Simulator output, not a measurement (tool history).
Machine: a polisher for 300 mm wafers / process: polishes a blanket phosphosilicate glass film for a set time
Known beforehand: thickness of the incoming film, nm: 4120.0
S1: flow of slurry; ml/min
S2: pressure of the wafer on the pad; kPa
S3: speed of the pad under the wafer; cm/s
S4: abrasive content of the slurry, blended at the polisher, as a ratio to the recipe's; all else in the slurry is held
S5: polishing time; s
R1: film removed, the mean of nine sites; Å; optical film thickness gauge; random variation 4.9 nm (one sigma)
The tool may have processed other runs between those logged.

run,hour,S1,S2,S3,S4,S5,R1
1,0,120,26.9,110,1,31,3308.6
2,5.6,130,29.6,110,1,31,3642.4
3,14.1,130,32.4,110,1,31,3961.9
4,19.1,160,32.4,110,1,31,4195.3
5,27.7,160,32.4,110,1.15,31,4459.6
6,32.5,145,32.4,110,1.15,31,4354
7,35.9,150,33.1,110,1.15,31,4533.7

Predict the results of run 8:
8,43.8,150,33.8,110,1.15,31,?

For run 8 the tool returned R1 4646.4 Å.
